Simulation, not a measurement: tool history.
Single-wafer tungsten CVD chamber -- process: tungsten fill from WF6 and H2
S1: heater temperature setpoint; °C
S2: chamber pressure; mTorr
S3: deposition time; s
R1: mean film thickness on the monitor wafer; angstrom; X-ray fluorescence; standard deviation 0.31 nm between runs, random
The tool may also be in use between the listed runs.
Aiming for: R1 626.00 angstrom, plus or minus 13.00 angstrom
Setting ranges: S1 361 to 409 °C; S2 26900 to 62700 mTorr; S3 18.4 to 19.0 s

run	hour	S1	S2	S3	R1
1	0.0	385	44800	18.4	481.14
2	2.5	385	44800	19.0	496.68
3	8.1	389	44800	19.0	538.34
4	13.9	381	44800	19.0	461.56
5	18.4	383	44900	19.0	483.32
6	26.5	383	42000	19.0	470.71
7	30.3	385	42100	19.0	486.36
8	37.7	387	42200	19.0	503.33
9	46.5	388	42300	19.0	519.63
10	52.9	388	42300	19.0	517.30
11	58.9	389	42400	19.0	525.41
12	63.2	390	42500	19.0	536.62
13	64.6	399	42900	19.0	647.53

Of the 5 settings listed for the next run, only one would bring every result within its allowed miss of target. Which one?
A	66.0	397	42900	19.0	?
B	66.0	407	35800	18.4	?
C	66.0	400	45100	18.4	?
D	66.0	400	43600	19.0	?
E	66.0	398	42300	18.4	?

move	R1
A	622.55
B	659.69
C	654.27
D	664.41
E	610.05
A: each result inside its tolerance
B: moves away from the targets compared with the last run
C: moves away from the targets compared with the last run
D: moves away from the targets compared with the last run
E: pushes the last run's worst result past its target
Go with A: it meets all targets.

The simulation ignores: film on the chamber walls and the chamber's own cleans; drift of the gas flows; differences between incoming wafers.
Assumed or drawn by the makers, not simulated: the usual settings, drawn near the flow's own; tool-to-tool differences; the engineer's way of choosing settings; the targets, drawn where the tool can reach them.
